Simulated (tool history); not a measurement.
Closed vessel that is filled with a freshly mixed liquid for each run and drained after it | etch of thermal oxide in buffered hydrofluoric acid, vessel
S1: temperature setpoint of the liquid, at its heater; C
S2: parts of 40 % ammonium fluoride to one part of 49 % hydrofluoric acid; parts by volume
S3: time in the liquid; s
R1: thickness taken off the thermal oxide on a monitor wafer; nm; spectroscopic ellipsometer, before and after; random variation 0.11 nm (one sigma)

run 1 hour=0.0 | S1=22.0 S2=13.5 S3=30 | R1=25.587
run 2 hour=2.0 | S1=20.5 S2=15.0 S3=30 | R1=20.853
run 3 hour=10.2 | S1=19.5 S2=16.0 S3=30 | R1=18.576
run 4 hour=13.2 | S1=19.5 S2=16.0 S3=30 | R1=18.846
run 5 hour=20.1 | S1=18.0 S2=16.0 S3=30 | R1=17.300
run 6 hour=29.0 | S1=17.0 S2=16.0 S3=30 | R1=16.223
run 7 hour=33.0 | S1=17.0 S2=17.0 S3=30 | R1=15.438

The next listed run, before its measurement:
run 8 hour=34.8 | S1=17.0 S2=17.5 S3=30 | R1=?

R1: 15.006 nm
